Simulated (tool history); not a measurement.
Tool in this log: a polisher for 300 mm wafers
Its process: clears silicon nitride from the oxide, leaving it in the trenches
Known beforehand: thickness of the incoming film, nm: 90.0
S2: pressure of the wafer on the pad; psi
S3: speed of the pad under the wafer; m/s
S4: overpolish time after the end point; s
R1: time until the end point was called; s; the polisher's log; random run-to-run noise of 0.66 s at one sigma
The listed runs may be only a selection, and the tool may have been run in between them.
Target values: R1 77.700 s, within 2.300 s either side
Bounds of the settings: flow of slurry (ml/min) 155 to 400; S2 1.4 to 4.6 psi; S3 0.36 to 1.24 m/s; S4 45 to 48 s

{"run": 1, "hour": 0.0, "flow of slurry (ml/min)": 255, "S2": 3.0, "S3": 0.8, "S4": 45, "R1": 122.56}
{"run": 2, "hour": 5.6, "flow of slurry (ml/min)": 255, "S2": 3.2, "S3": 0.8, "S4": 45, "R1": 113.99}
{"run": 3, "hour": 8.3, "flow of slurry (ml/min)": 255, "S2": 3.3, "S3": 0.8, "S4": 45, "R1": 110.5}
{"run": 4, "hour": 10.8, "flow of slurry (ml/min)": 255, "S2": 3.4, "S3": 0.8, "S4": 45, "R1": 108.17}
{"run": 5, "hour": 12.9, "flow of slurry (ml/min)": 255, "S2": 3.4, "S3": 0.8, "S4": 45, "R1": 108.11}
{"run": 6, "hour": 15.0, "flow of slurry (ml/min)": 255, "S2": 3.9, "S3": 0.8, "S4": 45, "R1": 93.446}
{"run": 7, "hour": 23.0, "flow of slurry (ml/min)": 255, "S2": 4.0, "S3": 0.8, "S4": 45, "R1": 92.795}
{"run": 8, "hour": 27.7, "flow of slurry (ml/min)": 255, "S2": 4.1, "S3": 0.8, "S4": 45, "R1": 89.472}
{"run": 9, "hour": 30.1, "flow of slurry (ml/min)": 265, "S2": 4.6, "S3": 0.8, "S4": 45, "R1": 80.332}

Which of these 5 next moves meets every target?
{"run": "A", "hour": 32.5, "flow of slurry (ml/min)": 295, "S2": 4.6, "S3": 0.88, "S4": 48, "R1": "?"}
{"run": "B", "hour": 32.5, "flow of slurry (ml/min)": 280, "S2": 4.6, "S3": 0.88, "S4": 47, "R1": "?"}
{"run": "C", "hour": 32.5, "flow of slurry (ml/min)": 305, "S2": 4.5, "S3": 0.78, "S4": 45, "R1": "?"}
{"run": "D", "hour": 32.5, "flow of slurry (ml/min)": 400, "S2": 4.4, "S3": 0.86, "S4": 48, "R1": "?"}
{"run": "E", "hour": 32.5, "flow of slurry (ml/min)": 340, "S2": 4.6, "S3": 0.92, "S4": 45, "R1": "?"}

move=A R1=73.938
move=B R1=74.243
move=C R1=82.499
move=D R1=76.926
move=E R1=70.714
A: pushes the last run's worst result past its target
B: pushes the last run's worst result past its target
C: lands further from the targets than the last run did
D: meets every target
E: pushes the last run's worst result past its target
Go with D: it meets all targets.
